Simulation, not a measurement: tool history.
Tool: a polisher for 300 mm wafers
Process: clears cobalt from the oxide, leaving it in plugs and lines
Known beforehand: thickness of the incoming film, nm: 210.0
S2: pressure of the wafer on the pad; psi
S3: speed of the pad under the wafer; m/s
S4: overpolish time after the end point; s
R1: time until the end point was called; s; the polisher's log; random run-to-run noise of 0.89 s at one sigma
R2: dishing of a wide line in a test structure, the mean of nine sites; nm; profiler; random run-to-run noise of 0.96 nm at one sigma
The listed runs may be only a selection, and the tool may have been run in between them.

{"run": 1, "hour": 0.0, "flow of slurry (ml/min)": 150, "S2": 2.2, "S3": 1.14, "S4": 14, "R1": 32.365, "R2": 47.483}
{"run": 2, "hour": 6.3, "flow of slurry (ml/min)": 150, "S2": 2.2, "S3": 1.14, "S4": 10, "R1": 31.739, "R2": 40.373}
{"run": 3, "hour": 13.6, "flow of slurry (ml/min)": 185, "S2": 2.2, "S3": 1.14, "S4": 10, "R1": 30.806, "R2": 41.916}
{"run": 4, "hour": 18.4, "flow of slurry (ml/min)": 185, "S2": 2.2, "S3": 1.02, "S4": 10, "R1": 34.188, "R2": 39.271}
{"run": 5, "hour": 19.6, "flow of slurry (ml/min)": 220, "S2": 2.2, "S3": 1.02, "S4": 10, "R1": 33.848, "R2": 40.286}
{"run": 6, "hour": 21.6, "flow of slurry (ml/min)": 220, "S2": 2.2, "S3": 0.78, "S4": 10, "R1": 44.139, "R2": 35.22}
{"run": 7, "hour": 22.6, "flow of slurry (ml/min)": 220, "S2": 2.2, "S3": 0.78, "S4": 13, "R1": 43.726, "R2": 39.485}

Run 8, settings as shown, results not yet in. Your forecast:
{"run": 8, "hour": 29.7, "flow of slurry (ml/min)": 220, "S2": 2.2, "S3": 0.78, "S4": 13, "R1": "?", "R2": "?"}

R1: 42.629 s
R2: 40.619 nm

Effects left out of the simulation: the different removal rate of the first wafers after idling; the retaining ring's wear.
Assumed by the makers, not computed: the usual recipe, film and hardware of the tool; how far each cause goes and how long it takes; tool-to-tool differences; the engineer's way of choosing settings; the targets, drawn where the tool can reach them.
